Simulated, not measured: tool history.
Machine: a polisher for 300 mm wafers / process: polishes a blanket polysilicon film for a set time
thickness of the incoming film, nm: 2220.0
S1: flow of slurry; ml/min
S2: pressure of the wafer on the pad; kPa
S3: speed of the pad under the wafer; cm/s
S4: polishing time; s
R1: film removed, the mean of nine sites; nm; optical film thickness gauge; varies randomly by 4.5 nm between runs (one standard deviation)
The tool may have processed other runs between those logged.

{"run": 1, "hour": 0.0, "S1": 300, "S2": 15.2, "S3": 88, "S4": 58, "R1": 302.15}
{"run": 2, "hour": 1.5, "S1": 300, "S2": 15.2, "S3": 76, "S4": 58, "R1": 263.07}
{"run": 3, "hour": 8.0, "S1": 300, "S2": 16.5, "S3": 76, "S4": 58, "R1": 288.71}
{"run": 4, "hour": 10.1, "S1": 300, "S2": 16.5, "S3": 90, "S4": 58, "R1": 336.29}
{"run": 5, "hour": 16.7, "S1": 300, "S2": 17.2, "S3": 90, "S4": 58, "R1": 344.81}
{"run": 6, "hour": 19.1, "S1": 300, "S2": 17.2, "S3": 76, "S4": 58, "R1": 298.63}

For run 7, what comes out?
{"run": 7, "hour": 20.8, "S1": 300, "S2": 18.6, "S3": 76, "S4": 58, "R1": "?"}

Run 7 produced R1 318.02 nm.
